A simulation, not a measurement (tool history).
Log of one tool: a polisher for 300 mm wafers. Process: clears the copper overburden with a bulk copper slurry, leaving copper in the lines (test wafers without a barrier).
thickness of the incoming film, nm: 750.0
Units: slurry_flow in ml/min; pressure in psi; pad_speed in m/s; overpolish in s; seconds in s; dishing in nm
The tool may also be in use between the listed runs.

{"run": 1, "hour": 0.0, "slurry_flow": 245, "pressure": 1.7, "pad_speed": 1.4, "slurry_solids": 1.0, "overpolish": 20, "seconds": 113.92, "dishing": 73.486}
{"run": 2, "hour": 6.4, "slurry_flow": 190, "pressure": 1.7, "pad_speed": 1.4, "slurry_solids": 1.0, "overpolish": 20, "seconds": 116.07, "dishing": 73.351}
{"run": 3, "hour": 7.1, "slurry_flow": 190, "pressure": 1.8, "pad_speed": 1.4, "slurry_solids": 1.0, "overpolish": 20, "seconds": 105.35, "dishing": 75.422}
{"run": 4, "hour": 10.4, "slurry_flow": 190, "pressure": 2.0, "pad_speed": 1.4, "slurry_solids": 1.0, "overpolish": 21, "seconds": 98.818, "dishing": 82.361}
{"run": 5, "hour": 11.0, "slurry_flow": 190, "pressure": 2.0, "pad_speed": 1.4, "slurry_solids": 1.0, "overpolish": 14, "seconds": 97.69, "dishing": 62.937}
{"run": 6, "hour": 18.0, "slurry_flow": 235, "pressure": 2.0, "pad_speed": 1.4, "slurry_solids": 1.0, "overpolish": 14, "seconds": 98.587, "dishing": 67.199}
{"run": 7, "hour": 24.9, "slurry_flow": 235, "pressure": 2.0, "pad_speed": 1.4, "slurry_solids": 1.0, "overpolish": 15, "seconds": 94.901, "dishing": 65.469}

Forecast run 8:
{"run": 8, "hour": 29.7, "slurry_flow": 235, "pressure": 2.0, "pad_speed": 1.4, "slurry_solids": 1.0, "overpolish": 16, "seconds": "?", "dishing": "?"}

seconds: 96.426 s
dishing: 70.217 nm

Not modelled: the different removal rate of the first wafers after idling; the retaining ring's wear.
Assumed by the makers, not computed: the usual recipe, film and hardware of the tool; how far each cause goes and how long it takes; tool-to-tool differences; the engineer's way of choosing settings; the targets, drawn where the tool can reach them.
